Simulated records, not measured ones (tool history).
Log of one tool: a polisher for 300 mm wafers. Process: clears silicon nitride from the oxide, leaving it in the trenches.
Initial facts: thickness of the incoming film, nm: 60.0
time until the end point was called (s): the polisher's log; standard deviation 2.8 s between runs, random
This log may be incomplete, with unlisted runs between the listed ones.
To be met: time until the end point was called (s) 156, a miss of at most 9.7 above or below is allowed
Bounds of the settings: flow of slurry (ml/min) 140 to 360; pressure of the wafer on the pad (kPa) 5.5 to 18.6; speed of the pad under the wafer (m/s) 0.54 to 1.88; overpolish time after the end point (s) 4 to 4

run	day	flow of slurry (ml/min)	pressure of the wafer on the pad (kPa)	speed of the pad under the wafer (m/s)	overpolish time after the end point (s)	time until the end point was called (s)
1	0	230	11.7	1.2	4	81.741
2	0.192	230	11.7	1.2	4	80.366
3	0.212	200	11.7	1.2	4	83.145
4	0.588	180	11.7	1.2	4	82.491
5	0.762	180	10.3	1.14	4	99.824
6	1	180	9	1.12	4	116.61
7	1.121	180	8.3	1.12	4	124.05
8	1.288	180	5.5	1.08	4	191.14
9	1.321	180	6.2	1.08	4	169.64

4 next moves are on the table. One of them brings every result within its allowed miss. Which?
A	1.354	215	5.5	1.48	4	?
B	1.354	140	5.5	1.18	4	?
C	1.354	180	6.9	1.06	4	?
D	1.354	360	6.2	1.26	4	?

move	time until the end point was called (s)
A	140.73
B	187.47
C	159.41
D	138.65
A: takes the biggest miss from the last run beyond its target
B: misses by more than the last run did
C: in spec on every target
D: takes the biggest miss from the last run beyond its target
So the answer is move C, the one that meets all the targets.
